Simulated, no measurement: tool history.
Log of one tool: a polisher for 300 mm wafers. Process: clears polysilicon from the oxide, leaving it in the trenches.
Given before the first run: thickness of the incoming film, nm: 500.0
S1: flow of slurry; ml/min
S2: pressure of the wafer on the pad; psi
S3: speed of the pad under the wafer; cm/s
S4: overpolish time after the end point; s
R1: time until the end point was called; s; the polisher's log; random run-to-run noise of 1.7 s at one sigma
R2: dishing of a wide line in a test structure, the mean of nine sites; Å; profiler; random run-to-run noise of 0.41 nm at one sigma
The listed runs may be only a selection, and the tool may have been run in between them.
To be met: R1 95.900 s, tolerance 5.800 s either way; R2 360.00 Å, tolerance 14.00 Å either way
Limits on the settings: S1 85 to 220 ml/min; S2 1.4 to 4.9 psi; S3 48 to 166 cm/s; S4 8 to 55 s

run	hour	S1	S2	S3	S4	R1	R2
1	0.0	140	3.1	106	28	31.100	377.99
2	2.5	140	3.7	106	28	25.729	377.68
3	9.3	135	3.0	88	28	37.244	373.58
4	9.9	135	2.4	88	28	47.923	378.02
5	12.1	120	2.2	76	28	59.517	373.16
6	13.9	110	2.1	68	28	72.414	373.97
7	20.5	105	2.0	64	28	78.563	374.83
8	22.5	105	2.0	64	28	79.682	368.67
9	25.9	105	1.4	62	27	111.790	362.47
10	34.2	110	1.5	64	25	104.120	362.60
11	35.9	115	1.5	64	24	102.320	351.27
12	42.5	115	1.5	64	25	100.590	358.42

Of the 5 settings listed for the next run, only one would bring every result within its allowed miss of target. Which one?
A	49.1	100	1.5	60	24	?	?
B	49.1	95	1.6	58	31	?	?
C	49.1	125	1.5	54	31	?	?
D	49.1	125	1.4	62	31	?	?
E	49.1	135	1.6	62	23	?	?

move	R1	R2
A	109.260	345.12
B	107.000	360.71
C	116.850	356.66
D	109.380	359.77
E	95.461	351.28
A: the biggest miss grows against the last run
B: the biggest miss grows against the last run
C: the biggest miss grows against the last run
D: the biggest miss grows against the last run
E: in spec on every target
Move E is the one to make.
